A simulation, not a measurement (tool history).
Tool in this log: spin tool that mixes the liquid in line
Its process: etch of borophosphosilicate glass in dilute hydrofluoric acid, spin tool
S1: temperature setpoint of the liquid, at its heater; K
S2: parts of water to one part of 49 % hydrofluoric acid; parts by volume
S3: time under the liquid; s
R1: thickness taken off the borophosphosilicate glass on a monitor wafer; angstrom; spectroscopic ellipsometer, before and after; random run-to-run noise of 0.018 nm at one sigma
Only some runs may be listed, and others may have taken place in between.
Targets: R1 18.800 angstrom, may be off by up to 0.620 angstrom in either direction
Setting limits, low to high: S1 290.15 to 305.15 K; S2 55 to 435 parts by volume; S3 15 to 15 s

| run | day | S1 | S2 | S3 | R1 |
|---|---|---|---|---|---|
| 1 | 0.000 | 297.15 | 245 | 15 | 25.004 |
| 2 | 0.292 | 297.15 | 190 | 15 | 34.820 |
| 3 | 0.650 | 297.15 | 190 | 15 | 34.789 |
| 4 | 0.912 | 297.15 | 230 | 15 | 27.586 |
| 5 | 1.096 | 295.15 | 240 | 15 | 23.906 |
| 6 | 1.121 | 293.65 | 245 | 15 | 22.289 |
| 7 | 1.221 | 292.65 | 250 | 15 | 21.262 |
| 8 | 1.275 | 292.15 | 255 | 15 | 19.996 |

Exactly one of the 5 candidate moves below puts every result within its allowed miss. Which one?
| A | 1.329 | 293.15 | 255 | 15 | ? |
| B | 1.329 | 291.15 | 245 | 15 | ? |
| C | 1.329 | 290.65 | 235 | 15 | ? |
| D | 1.329 | 295.65 | 295 | 15 | ? |
| E | 1.329 | 294.15 | 270 | 15 | ? |

| move | R1 |
|---|---|
| A | 20.678 |
| B | 20.131 |
| C | 20.771 |
| D | 18.859 |
| E | 19.984 |
A: the biggest miss grows against the last run
B: the biggest miss grows against the last run
C: the biggest miss grows against the last run
D: each result inside its tolerance
E: just as far off the targets as the last run
D is the move that brings every result within its allowed miss.

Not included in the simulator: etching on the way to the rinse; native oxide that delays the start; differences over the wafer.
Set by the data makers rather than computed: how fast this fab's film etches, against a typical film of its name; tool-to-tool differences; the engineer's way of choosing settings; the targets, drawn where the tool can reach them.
